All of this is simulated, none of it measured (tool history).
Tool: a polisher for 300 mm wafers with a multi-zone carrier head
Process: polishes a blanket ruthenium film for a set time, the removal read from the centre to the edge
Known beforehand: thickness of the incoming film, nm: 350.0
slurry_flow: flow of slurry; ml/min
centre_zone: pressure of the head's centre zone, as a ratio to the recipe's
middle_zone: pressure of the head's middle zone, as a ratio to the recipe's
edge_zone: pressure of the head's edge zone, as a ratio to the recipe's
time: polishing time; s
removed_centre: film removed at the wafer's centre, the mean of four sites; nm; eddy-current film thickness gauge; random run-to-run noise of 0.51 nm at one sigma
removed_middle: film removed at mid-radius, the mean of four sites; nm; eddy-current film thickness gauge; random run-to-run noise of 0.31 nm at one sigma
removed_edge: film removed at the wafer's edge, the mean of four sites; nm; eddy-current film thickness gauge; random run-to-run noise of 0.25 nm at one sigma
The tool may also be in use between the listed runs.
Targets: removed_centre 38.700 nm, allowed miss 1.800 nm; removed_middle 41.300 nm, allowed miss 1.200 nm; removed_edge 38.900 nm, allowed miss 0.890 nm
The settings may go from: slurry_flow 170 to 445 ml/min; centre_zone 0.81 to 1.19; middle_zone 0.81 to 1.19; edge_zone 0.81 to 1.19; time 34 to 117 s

run	hour	slurry_flow	centre_zone	middle_zone	edge_zone	time	removed_centre	removed_middle	removed_edge
1	0.0	285	1.00	1.00	1.00	75	56.122	57.025	56.893
2	8.2	280	0.98	0.99	0.95	67	49.988	51.120	50.138
3	12.6	280	0.98	0.95	0.95	67	50.301	49.637	50.123
4	15.0	280	0.94	0.95	0.95	67	48.991	49.041	50.325
5	20.6	280	1.00	0.95	0.95	67	50.887	49.010	49.590
6	24.1	280	1.00	0.95	0.91	67	50.568	49.730	48.935
7	32.0	270	0.97	0.95	0.88	62	44.623	45.582	44.613
8	40.9	255	0.97	0.95	0.86	60	42.783	43.941	42.715
9	47.5	240	0.97	0.95	0.84	59	42.816	42.698	40.759
10	51.1	230	0.94	0.95	0.83	59	41.249	42.913	40.911
11	57.7	220	0.93	0.95	0.82	58	39.167	41.658	39.645
12	64.5	215	0.93	0.95	0.82	58	40.803	42.092	39.962

Which one of the following 4 next-run settings gets every result inside its allowed miss? There is exactly one.
A	71.3	240	1.02	0.99	0.82	56	?	?	?
B	71.3	170	0.93	0.96	0.82	60	?	?	?
C	71.3	210	0.86	0.94	0.87	60	?	?	?
D	71.3	170	0.95	0.99	0.86	56	?	?	?

move	removed_centre	removed_middle	removed_edge
A	43.559	42.194	38.564
B	41.459	42.911	40.472
C	39.285	42.964	42.070
D	39.484	41.034	38.536
A: corrects the largest miss of the last run, while another result sits out of spec
B: moves away from the targets compared with the last run
C: moves away from the targets compared with the last run
D: meets every target
Answer: D

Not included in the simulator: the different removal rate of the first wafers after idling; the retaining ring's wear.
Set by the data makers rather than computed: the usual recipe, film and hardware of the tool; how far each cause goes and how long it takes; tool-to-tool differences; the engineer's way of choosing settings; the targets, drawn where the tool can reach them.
